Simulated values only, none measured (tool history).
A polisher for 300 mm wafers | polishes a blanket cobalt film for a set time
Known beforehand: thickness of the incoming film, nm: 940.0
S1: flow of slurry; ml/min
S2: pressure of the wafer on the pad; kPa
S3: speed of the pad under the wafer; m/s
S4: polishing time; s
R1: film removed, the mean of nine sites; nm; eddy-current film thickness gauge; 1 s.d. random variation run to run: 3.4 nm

{"run": 1, "hour": 0.0, "S1": 310, "S2": 14.5, "S3": 1.24, "S4": 37, "R1": 252.74}
{"run": 2, "hour": 6.9, "S1": 310, "S2": 14.5, "S3": 1.54, "S4": 37, "R1": 319.19}
{"run": 3, "hour": 14.6, "S1": 310, "S2": 12.4, "S3": 1.54, "S4": 37, "R1": 276.64}
{"run": 4, "hour": 22.4, "S1": 310, "S2": 12.4, "S3": 1.26, "S4": 37, "R1": 225.79}
{"run": 5, "hour": 26.9, "S1": 310, "S2": 14.5, "S3": 1.26, "S4": 37, "R1": 256.79}
{"run": 6, "hour": 32.3, "S1": 310, "S2": 15.9, "S3": 1.26, "S4": 37, "R1": 280.48}
{"run": 7, "hour": 34.9, "S1": 310, "S2": 16.5, "S3": 1.26, "S4": 37, "R1": 293.65}

For run 8, what comes out?
{"run": 8, "hour": 36.9, "S1": 310, "S2": 19.3, "S3": 1.28, "S4": 37, "R1": "?"}

Run 8 yielded R1 334.43 nm.
